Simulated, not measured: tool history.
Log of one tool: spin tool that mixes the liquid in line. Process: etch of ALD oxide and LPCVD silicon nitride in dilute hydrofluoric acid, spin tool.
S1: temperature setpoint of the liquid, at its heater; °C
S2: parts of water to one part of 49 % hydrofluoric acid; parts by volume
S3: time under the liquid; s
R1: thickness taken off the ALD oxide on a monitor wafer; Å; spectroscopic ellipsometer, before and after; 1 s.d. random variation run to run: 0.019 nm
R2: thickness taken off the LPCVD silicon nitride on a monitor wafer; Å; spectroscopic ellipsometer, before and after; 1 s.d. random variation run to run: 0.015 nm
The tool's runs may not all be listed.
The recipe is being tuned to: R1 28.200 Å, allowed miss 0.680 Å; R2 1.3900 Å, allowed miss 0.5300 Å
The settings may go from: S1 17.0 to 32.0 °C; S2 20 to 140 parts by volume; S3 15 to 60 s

| run | hour | S1 | S2 | S3 | R1 | R2 |
|---|---|---|---|---|---|---|
| 1 | 0.0 | 24.0 | 75 | 30 | 53.088 | 2.1841 |
| 2 | 6.6 | 24.0 | 55 | 30 | 75.154 | 3.1344 |
| 3 | 15.0 | 24.0 | 70 | 30 | 57.922 | 2.4419 |
| 4 | 17.4 | 24.0 | 45 | 30 | 91.403 | 4.0270 |
| 5 | 21.5 | 24.0 | 45 | 40 | 123.550 | 5.1142 |
| 6 | 22.5 | 24.0 | 20 | 40 | 290.000 | 11.2650 |
| 7 | 24.9 | 24.0 | 20 | 40 | 286.800 | 9.1538 |
| 8 | 31.8 | 23.5 | 25 | 40 | 224.010 | 9.4806 |
| 9 | 39.2 | 23.0 | 30 | 40 | 181.800 | 6.5475 |
| 10 | 40.2 | 22.5 | 35 | 40 | 152.670 | 5.4873 |
| 11 | 42.3 | 22.0 | 40 | 40 | 127.450 | 4.5911 |
| 12 | 43.1 | 21.5 | 45 | 40 | 112.230 | 4.0880 |
| 13 | 49.3 | 21.0 | 50 | 40 | 96.154 | 3.6066 |
| 14 | 51.1 | 20.5 | 55 | 40 | 87.073 | 3.0876 |
| 15 | 51.7 | 20.0 | 60 | 40 | 77.999 | 2.5312 |
| 16 | 56.4 | 20.0 | 65 | 40 | 70.341 | 2.5514 |
| 17 | 62.6 | 20.0 | 70 | 40 | 65.485 | 2.0141 |
| 18 | 69.9 | 20.0 | 75 | 40 | 60.124 | 2.2820 |
| 19 | 76.0 | 19.5 | 80 | 40 | 55.472 | 1.8005 |
| 20 | 82.3 | 19.5 | 85 | 40 | 51.794 | 1.8351 |
| 21 | 84.3 | 19.5 | 90 | 40 | 48.693 | 1.9258 |
| 22 | 89.7 | 19.5 | 95 | 40 | 46.083 | 1.5097 |
| 23 | 95.8 | 18.5 | 110 | 40 | 37.722 | 1.3876 |

Exactly one of the 4 candidate moves below puts every result within its allowed miss. Which one?
| A | 101.9 | 27.0 | 120 | 25 | ? | ? |
| B | 101.9 | 30.5 | 140 | 30 | ? | ? |
| C | 101.9 | 29.0 | 110 | 20 | ? | ? |
| D | 101.9 | 30.0 | 140 | 30 | ? | ? |

| move | R1 | R2 |
|---|---|---|
| A | 29.780 | 1.4945 |
| B | 33.963 | 1.9110 |
| C | 28.398 | 1.4806 |
| D | 33.355 | 1.8532 |
A: closer than the last run, but not yet in spec
B: closer than the last run, but not yet in spec
C: hits every target within its allowed miss
D: closer than the last run, but not yet in spec
C is the move that brings every result within its allowed miss.

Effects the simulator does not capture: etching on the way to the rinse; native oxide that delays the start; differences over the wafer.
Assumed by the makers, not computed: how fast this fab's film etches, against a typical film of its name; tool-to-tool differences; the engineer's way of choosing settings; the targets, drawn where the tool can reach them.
